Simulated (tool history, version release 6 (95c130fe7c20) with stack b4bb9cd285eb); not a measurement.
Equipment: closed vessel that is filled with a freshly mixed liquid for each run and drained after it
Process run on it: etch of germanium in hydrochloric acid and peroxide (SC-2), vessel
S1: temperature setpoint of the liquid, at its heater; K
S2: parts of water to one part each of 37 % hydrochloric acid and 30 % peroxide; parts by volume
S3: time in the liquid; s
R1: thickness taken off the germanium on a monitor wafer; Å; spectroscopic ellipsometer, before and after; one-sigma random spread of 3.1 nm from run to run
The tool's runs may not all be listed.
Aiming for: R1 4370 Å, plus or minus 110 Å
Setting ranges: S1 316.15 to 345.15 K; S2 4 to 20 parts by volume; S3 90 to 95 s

{"run": 1, "hour": 0.0, "S1": 332.15, "S2": 11, "S3": 90, "R1": 3294.3}
{"run": 2, "hour": 4.5, "S1": 336.15, "S2": 11, "S3": 90, "R1": 3649.1}
{"run": 3, "hour": 11.0, "S1": 336.15, "S2": 13.5, "S3": 90, "R1": 3562.1}
{"run": 4, "hour": 17.3, "S1": 336.15, "S2": 13.5, "S3": 95, "R1": 3777.5}
{"run": 5, "hour": 20.5, "S1": 337.15, "S2": 13.5, "S3": 95, "R1": 3904.4}
{"run": 6, "hour": 23.3, "S1": 343.65, "S2": 13.5, "S3": 95, "R1": 4627.3}
{"run": 7, "hour": 27.9, "S1": 343.15, "S2": 13.5, "S3": 95, "R1": 4530.4}
{"run": 8, "hour": 35.4, "S1": 343.15, "S2": 13.5, "S3": 95, "R1": 4576.2}
{"run": 9, "hour": 40.2, "S1": 343.15, "S2": 13.5, "S3": 95, "R1": 4564.2}
{"run": 10, "hour": 43.4, "S1": 343.15, "S2": 13.5, "S3": 95, "R1": 4536.1}
{"run": 11, "hour": 44.0, "S1": 343.15, "S2": 13.5, "S3": 95, "R1": 4535.7}

Next run, 4 choices. One meets every target within its allowed miss, the rest don't. Which?
{"run": "A", "hour": 44.6, "S1": 345.15, "S2": 14, "S3": 95, "R1": "?"}
{"run": "B", "hour": 44.6, "S1": 344.65, "S2": 8, "S3": 90, "R1": "?"}
{"run": "C", "hour": 44.6, "S1": 345.15, "S2": 15, "S3": 95, "R1": "?"}
{"run": "D", "hour": 44.6, "S1": 342.65, "S2": 11, "S3": 90, "R1": "?"}

move=A R1=4805.4
move=B R1=4869.9
move=C R1=4740.1
move=D R1=4432.7
A: moves away from the targets compared with the last run
B: moves away from the targets compared with the last run
C: moves away from the targets compared with the last run
D: all results in spec
So the answer is move D, the one that meets all the targets.

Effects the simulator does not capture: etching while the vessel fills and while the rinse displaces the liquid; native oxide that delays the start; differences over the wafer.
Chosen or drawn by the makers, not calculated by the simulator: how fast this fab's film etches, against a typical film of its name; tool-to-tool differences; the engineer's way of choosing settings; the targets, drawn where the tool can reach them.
